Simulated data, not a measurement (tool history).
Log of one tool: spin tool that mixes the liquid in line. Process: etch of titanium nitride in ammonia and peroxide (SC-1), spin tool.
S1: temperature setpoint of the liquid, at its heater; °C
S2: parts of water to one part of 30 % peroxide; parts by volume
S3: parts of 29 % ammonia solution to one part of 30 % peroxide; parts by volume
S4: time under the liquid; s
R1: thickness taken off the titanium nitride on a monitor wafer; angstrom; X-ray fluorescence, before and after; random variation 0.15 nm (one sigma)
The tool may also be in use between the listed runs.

Run 1, hour 0.0: S1 57.0 °C, S2 23.0 parts by volume, S3 0.45 parts by volume, S4 285 s. Result: R1 120.66 angstrom.
Run 2, hour 4.9: S1 57.0 °C, S2 23.0 parts by volume, S3 0.40 parts by volume, S4 285 s. Result: R1 118.02 angstrom.
Run 3, hour 7.3: S1 59.0 °C, S2 23.0 parts by volume, S3 0.40 parts by volume, S4 285 s. Result: R1 136.15 angstrom.
Run 4, hour 14.6: S1 59.0 °C, S2 23.0 parts by volume, S3 0.40 parts by volume, S4 310 s. Result: R1 147.92 angstrom.
Run 5, hour 21.1: S1 60.5 °C, S2 23.0 parts by volume, S3 0.40 parts by volume, S4 310 s. Result: R1 161.66 angstrom.
Run 6, hour 29.1: S1 61.5 °C, S2 23.0 parts by volume, S3 0.40 parts by volume, S4 310 s. Result: R1 174.35 angstrom.
Run 7, hour 37.3: S1 62.5 °C, S2 23.0 parts by volume, S3 0.40 parts by volume, S4 310 s. Result: R1 184.83 angstrom.
Run 8, hour 38.3: S1 63.0 °C, S2 23.0 parts by volume, S3 0.40 parts by volume, S4 310 s. Result: R1 191.97 angstrom.

Run 9 comes next. What will it give?
Run 9, hour 39.5: S1 63.5 °C, S2 23.0 parts by volume, S3 0.40 parts by volume, S4 310 s. Result: R1 ?.

{"run 9": {"R1": 196.88}}
